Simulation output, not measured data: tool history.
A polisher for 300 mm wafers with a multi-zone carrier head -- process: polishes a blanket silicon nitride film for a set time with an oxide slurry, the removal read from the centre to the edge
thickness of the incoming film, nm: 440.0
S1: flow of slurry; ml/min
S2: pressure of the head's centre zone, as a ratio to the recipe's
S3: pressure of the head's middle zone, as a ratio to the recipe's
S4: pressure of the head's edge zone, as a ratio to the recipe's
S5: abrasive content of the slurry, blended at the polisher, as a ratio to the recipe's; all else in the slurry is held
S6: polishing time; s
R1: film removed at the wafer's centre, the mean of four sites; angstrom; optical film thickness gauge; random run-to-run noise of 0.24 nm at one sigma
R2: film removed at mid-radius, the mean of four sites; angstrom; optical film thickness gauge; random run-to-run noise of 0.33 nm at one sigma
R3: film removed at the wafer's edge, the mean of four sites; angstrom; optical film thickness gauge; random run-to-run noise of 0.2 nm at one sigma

run	hour	S1	S2	S3	S4	S5	S6	R1	R2	R3
1	0.0	195	1.00	1.00	1.00	1.00	56	332.89	347.69	360.17
2	7.8	195	1.00	1.00	1.00	1.20	56	358.23	392.31	391.40
3	11.5	195	1.00	1.00	1.04	1.20	56	362.19	383.70	397.84
4	17.3	155	1.00	1.00	1.04	1.20	56	341.96	375.38	384.35
5	23.2	170	1.05	1.00	0.98	1.05	55	341.90	346.04	352.31
6	25.7	185	1.08	1.01	0.94	0.90	54	322.25	328.15	315.94
7	29.4	205	1.11	0.98	0.91	0.80	54	312.41	305.06	293.25
8	34.8	230	1.13	0.94	0.89	0.80	54	325.35	297.94	290.03
9	38.4	240	1.14	0.92	0.87	0.75	54	319.20	279.02	281.67
10	43.1	255	1.15	0.92	0.86	0.70	54	311.38	272.35	265.01
11	46.0	270	1.19	0.88	0.82	0.70	54	324.54	262.54	263.88
12	46.6	280	1.19	0.88	0.82	0.70	54	326.52	265.33	266.04

Run 13 has not been measured yet. What should we expect?
13	49.3	285	1.19	0.88	0.82	0.70	54	?	?	?

R1: 325.11 angstrom
R2: 270.42 angstrom
R3: 266.02 angstrom
